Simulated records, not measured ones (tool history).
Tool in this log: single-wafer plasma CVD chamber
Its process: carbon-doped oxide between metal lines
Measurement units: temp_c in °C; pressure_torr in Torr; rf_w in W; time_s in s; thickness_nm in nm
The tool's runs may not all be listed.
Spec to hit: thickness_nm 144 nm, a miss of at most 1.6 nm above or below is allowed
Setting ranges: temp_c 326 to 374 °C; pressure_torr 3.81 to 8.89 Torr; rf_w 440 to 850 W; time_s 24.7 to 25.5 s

run	hour	temp_c	pressure_torr	rf_w	time_s	thickness_nm
1	0	350	6.35	645	24.7	165.53
2	1.3	340	6.35	645	24.7	170.05
3	6	340	6.35	645	24.7	170.78
4	8	349	5.72	625	24.7	160.35
5	12.9	355	5.19	620	24.7	153.32
6	17.6	360	5.06	620	24.7	150.03
7	25.5	363	4.98	620	24.7	148.19
8	32.5	365	4.93	620	24.7	147.86
9	36.7	367	4.86	620	24.7	146.63

5 candidate next runs follow, results not yet known. Just one meets every target within its allowed miss. Identify it.
A	40.9	361	4.95	590	24.7	?
B	40.9	366	4.59	635	24.7	?
C	40.9	368	5.2	620	24.9	?
D	40.9	368	4.77	630	25.1	?
E	40.9	368	5.04	635	24.7	?

move	thickness_nm
A	144.78
B	146.96
C	149.5
D	149.11
E	149.39
A: hits every target within its allowed miss
B: lands further from the targets than the last run did
C: lands further from the targets than the last run did
D: lands further from the targets than the last run did
E: lands further from the targets than the last run did
So the answer is move A, the one that meets all the targets.
